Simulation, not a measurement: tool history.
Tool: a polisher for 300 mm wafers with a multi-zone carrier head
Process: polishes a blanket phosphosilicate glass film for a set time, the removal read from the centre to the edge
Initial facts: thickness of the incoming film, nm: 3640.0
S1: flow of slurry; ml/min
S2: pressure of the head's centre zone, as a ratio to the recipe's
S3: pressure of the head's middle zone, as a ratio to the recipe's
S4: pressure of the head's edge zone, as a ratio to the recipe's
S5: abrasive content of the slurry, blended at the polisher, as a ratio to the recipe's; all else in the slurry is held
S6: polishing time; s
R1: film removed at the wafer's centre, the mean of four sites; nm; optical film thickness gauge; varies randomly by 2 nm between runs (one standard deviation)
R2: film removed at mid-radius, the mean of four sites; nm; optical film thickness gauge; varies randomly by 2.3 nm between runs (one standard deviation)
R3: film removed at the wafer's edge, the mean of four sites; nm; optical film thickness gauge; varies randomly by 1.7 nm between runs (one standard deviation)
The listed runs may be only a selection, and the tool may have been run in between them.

run	hour	S1	S2	S3	S4	S5	S6	R1	R2	R3
1	0.0	195	1.00	1.00	1.00	1.00	35	154.37	150.01	149.48
2	8.9	195	1.06	1.00	1.00	1.00	35	161.62	151.20	150.90
3	15.8	195	1.06	1.00	0.91	1.00	35	163.79	149.35	142.88
4	21.3	195	0.99	1.00	0.91	1.00	35	154.29	151.61	141.44
5	28.5	195	0.99	1.00	0.84	1.00	35	148.43	150.04	139.08
6	35.3	205	1.00	1.04	0.88	1.05	35	156.97	159.48	142.87
7	38.9	210	1.01	1.07	0.92	1.10	35	163.61	168.73	155.20

For run 8, what comes out?
8	45.2	225	1.03	1.10	0.91	1.10	35	?	?	?

R1: 167.29 nm
R2: 176.12 nm
R3: 152.44 nm

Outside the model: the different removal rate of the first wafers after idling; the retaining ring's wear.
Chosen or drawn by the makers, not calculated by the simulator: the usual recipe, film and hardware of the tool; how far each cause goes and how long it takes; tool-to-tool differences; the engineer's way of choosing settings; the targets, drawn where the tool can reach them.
